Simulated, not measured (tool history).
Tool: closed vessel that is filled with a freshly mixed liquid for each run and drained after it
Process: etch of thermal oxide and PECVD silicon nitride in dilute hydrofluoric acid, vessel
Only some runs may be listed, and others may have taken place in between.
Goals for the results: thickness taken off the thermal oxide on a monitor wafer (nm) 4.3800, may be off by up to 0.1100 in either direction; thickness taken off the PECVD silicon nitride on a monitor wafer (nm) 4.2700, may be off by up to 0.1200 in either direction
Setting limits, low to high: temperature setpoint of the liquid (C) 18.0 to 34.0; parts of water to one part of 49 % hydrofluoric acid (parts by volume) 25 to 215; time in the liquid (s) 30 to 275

| run | day | temperature setpoint of the liquid (C) | parts of water to one part of 49 % hydrofluoric acid (parts by volume) | time in the liquid (s) | thickness taken off the thermal oxide on a monitor wafer (nm) | thickness taken off the PECVD silicon nitride on a monitor wafer (nm) |
|---|---|---|---|---|---|---|
| 1 | 0.000 | 26.0 | 120 | 140 | 5.0111 | 4.7624 |
| 2 | 0.312 | 26.0 | 95 | 140 | 6.4604 | 6.0571 |
| 3 | 0.350 | 27.0 | 95 | 140 | 6.7698 | 6.4183 |
| 4 | 0.429 | 26.5 | 105 | 145 | 6.1164 | 5.8452 |
| 5 | 0.508 | 26.5 | 105 | 185 | 7.7142 | 7.4875 |
| 6 | 0.612 | 26.5 | 105 | 215 | 9.0901 | 8.7929 |
| 7 | 0.842 | 22.5 | 155 | 225 | 5.1895 | 4.7016 |
| 8 | 1.062 | 23.0 | 165 | 225 | 4.9809 | 4.6171 |

Which one of the following 5 next-run settings gets every result inside its allowed miss? There is exactly one.
| A | 1.283 | 26.0 | 125 | 130 | ? | ? |
| B | 1.283 | 29.0 | 210 | 205 | ? | ? |
| C | 1.283 | 18.5 | 125 | 210 | ? | ? |
| D | 1.283 | 27.0 | 180 | 210 | ? | ? |
| E | 1.283 | 25.0 | 195 | 245 | ? | ? |

| move | thickness taken off the thermal oxide on a monitor wafer (nm) | thickness taken off the PECVD silicon nitride on a monitor wafer (nm) |
|---|---|---|
| A | 4.4214 | 4.2718 |
| B | 4.1763 | 4.8192 |
| C | 5.3082 | 4.2010 |
| D | 4.8172 | 5.1049 |
| E | 4.7409 | 4.8528 |
A: all results in spec
B: takes the biggest miss from the last run beyond its target
C: misses by more than the last run did
D: misses by more than the last run did
E: closes in on the targets versus the last run, not all within tolerance yet
A meets every target.
